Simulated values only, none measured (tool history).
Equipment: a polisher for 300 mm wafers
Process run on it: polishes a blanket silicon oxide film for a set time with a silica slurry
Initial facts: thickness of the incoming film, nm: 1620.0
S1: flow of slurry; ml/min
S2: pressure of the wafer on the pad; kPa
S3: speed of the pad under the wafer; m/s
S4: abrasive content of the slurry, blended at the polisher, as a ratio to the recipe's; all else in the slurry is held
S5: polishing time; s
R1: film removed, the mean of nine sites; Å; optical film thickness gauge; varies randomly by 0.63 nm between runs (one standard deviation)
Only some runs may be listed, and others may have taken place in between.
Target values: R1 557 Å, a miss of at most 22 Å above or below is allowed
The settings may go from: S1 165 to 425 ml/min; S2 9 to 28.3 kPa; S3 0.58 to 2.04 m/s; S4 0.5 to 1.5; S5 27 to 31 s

run,day,S1,S2,S3,S4,S5,R1
1,0,275,18.6,1.3,1,31,796.06
2,0.1,275,17.2,1.3,1,31,752.61
3,0.296,275,17.2,1.3,0.85,31,696.64
4,0.379,275,16.5,1.3,0.85,31,672.94
# day 0.717: head pressure recalibrated
5,0.717,275,15.9,1.3,0.85,31,710.35
6,0.775,275,15.2,1.24,0.85,31,653.79
7,1.138,275,14.5,1.22,0.85,31,627.61
8,1.404,275,13.8,1.22,0.85,31,604.07

Which one of the following 4 next-run settings gets every result inside its allowed miss? There is exactly one.
A,1.671,290,13.1,1.46,1,31,?
B,1.671,200,16.5,1.38,0.5,30,?
C,1.671,170,14.5,1.38,0.85,31,?
D,1.671,250,22.1,0.72,0.95,27,?

move,R1
A,660.67
B,544.97
C,615.32
D,628.47
A: the biggest miss grows against the last run
B: every result lands within tolerance
C: the biggest miss grows against the last run
D: the biggest miss grows against the last run
So the answer is move B, the one that meets all the targets.
